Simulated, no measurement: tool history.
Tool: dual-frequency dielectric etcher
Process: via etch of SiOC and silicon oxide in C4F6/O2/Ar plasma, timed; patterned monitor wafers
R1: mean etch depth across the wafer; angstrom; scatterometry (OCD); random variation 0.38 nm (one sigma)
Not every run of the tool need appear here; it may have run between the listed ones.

run 1 hour=0.0 | source_power_(W)=300 bias_power_(W)=132 etch_time_(s)=94.5 | R1=855.50
run 2 hour=3.1 | source_power_(W)=300 bias_power_(W)=132 etch_time_(s)=99.0 | R1=886.51
run 3 hour=4.4 | source_power_(W)=350 bias_power_(W)=132 etch_time_(s)=99.0 | R1=955.65
run 4 hour=5.5 | source_power_(W)=350 bias_power_(W)=122 etch_time_(s)=99.0 | R1=926.43
run 5 hour=7.9 | source_power_(W)=350 bias_power_(W)=132 etch_time_(s)=99.0 | R1=957.10
run 6 hour=9.0 | source_power_(W)=350 bias_power_(W)=153 etch_time_(s)=99.0 | R1=999.89

Run 7, settings as shown, results not yet in. Your forecast:
run 7 hour=13.5 | source_power_(W)=300 bias_power_(W)=148 etch_time_(s)=99.0 | R1=?

Run 7 measured R1 933.45 angstrom.

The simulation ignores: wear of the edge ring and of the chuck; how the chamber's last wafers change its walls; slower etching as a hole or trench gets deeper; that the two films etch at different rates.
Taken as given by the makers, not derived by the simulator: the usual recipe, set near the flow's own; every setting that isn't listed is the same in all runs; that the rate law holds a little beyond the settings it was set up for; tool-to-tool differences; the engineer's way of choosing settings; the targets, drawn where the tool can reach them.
